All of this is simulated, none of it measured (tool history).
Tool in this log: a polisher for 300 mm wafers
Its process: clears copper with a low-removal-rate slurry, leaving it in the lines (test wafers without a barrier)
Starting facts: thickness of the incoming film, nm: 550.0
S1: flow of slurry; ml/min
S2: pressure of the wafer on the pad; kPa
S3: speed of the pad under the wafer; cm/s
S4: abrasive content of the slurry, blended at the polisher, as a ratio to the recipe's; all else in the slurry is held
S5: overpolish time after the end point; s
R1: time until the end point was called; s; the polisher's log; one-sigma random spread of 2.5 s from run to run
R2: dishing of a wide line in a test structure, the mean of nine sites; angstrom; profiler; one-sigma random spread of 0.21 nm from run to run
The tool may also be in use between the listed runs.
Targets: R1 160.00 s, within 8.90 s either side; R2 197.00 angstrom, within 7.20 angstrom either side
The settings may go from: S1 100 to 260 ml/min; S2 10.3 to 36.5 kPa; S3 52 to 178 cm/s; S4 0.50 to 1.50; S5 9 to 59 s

run	hour	S1	S2	S3	S4	S5	R1	R2
1	0.0	165	23.4	114	1.00	30	119.27	368.93
2	4.4	170	20.7	116	1.05	26	133.99	353.02
3	12.2	205	20.7	116	1.05	26	128.91	353.94
4	15.6	215	18.6	120	0.95	23	141.97	333.73
5	19.8	195	18.6	120	0.95	23	148.00	342.95
6	24.7	195	18.6	96	0.95	23	176.05	307.57
7	27.1	205	20.0	88	0.85	20	182.27	287.45
8	34.1	215	22.1	82	0.80	18	177.91	273.93
9	42.8	225	24.1	76	0.75	16	173.88	258.45
10	49.5	230	25.5	72	0.70	15	174.29	256.86
11	50.7	230	25.5	72	0.70	15	174.54	254.73
12	55.2	235	26.9	68	0.65	14	185.94	245.95
13	57.5	240	29.0	64	0.60	13	173.03	236.11

Consider the 4 candidate settings below. Which is the only one whose results all fall within their allowed miss of target?
A	59.8	205	35.2	60	0.50	9	?	?
B	59.8	260	36.5	52	0.50	9	?	?
C	59.8	255	26.2	66	0.55	11	?	?
D	59.8	250	36.5	52	0.50	9	?	?

move	R1	R2
A	164.96	195.69
B	177.42	185.84
C	194.12	199.43
D	178.09	185.34
A: hits every target within its allowed miss
B: carries the result that was furthest off beyond its target, to the other side
C: brings the result that was furthest off to its target, and leaves another outside
D: carries the result that was furthest off beyond its target, to the other side
The right move is A.

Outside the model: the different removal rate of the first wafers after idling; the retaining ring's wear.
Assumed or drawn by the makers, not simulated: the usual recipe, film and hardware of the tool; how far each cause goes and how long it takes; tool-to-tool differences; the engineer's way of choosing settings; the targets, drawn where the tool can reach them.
